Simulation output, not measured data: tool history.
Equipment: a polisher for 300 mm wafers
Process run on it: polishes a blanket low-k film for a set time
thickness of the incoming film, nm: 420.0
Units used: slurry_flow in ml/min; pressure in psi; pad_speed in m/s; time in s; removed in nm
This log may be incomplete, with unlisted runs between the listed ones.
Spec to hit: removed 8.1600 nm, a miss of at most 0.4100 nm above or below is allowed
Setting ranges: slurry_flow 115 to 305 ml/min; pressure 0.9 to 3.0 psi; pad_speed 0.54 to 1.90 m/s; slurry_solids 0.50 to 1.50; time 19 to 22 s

run,day,slurry_flow,pressure,pad_speed,slurry_solids,time,removed
1,0.000,195,1.9,1.22,1.00,22,11.0470
2,0.079,195,1.9,0.94,1.00,22,8.9881
3,0.171,195,1.9,0.94,1.00,22,9.1456
4,0.354,195,2.2,0.94,1.00,22,10.5720
5,0.479,150,2.2,0.94,1.00,22,10.0700
6,0.525,150,2.0,0.94,1.00,22,9.1059
7,0.688,150,1.9,0.94,1.00,22,8.8781
8,0.733,150,1.7,0.92,1.00,22,7.6297
9,1.100,150,1.7,0.92,1.00,22,7.6679

Exactly one of the 5 candidate moves below puts every result within its allowed miss. Which one?
A,1.467,130,1.7,0.98,1.15,19,?
B,1.467,120,1.8,0.78,1.05,22,?
C,1.467,175,1.6,1.10,0.90,19,?
D,1.467,130,1.7,0.98,1.00,22,?
E,1.467,185,2.1,0.58,1.10,22,?

move,removed
A,7.2198
B,7.0863
C,7.0358
D,7.9678
E,6.8462
A: misses by more than the last run did
B: misses by more than the last run did
C: misses by more than the last run did
D: every result lands within tolerance
E: misses by more than the last run did
D meets every target.
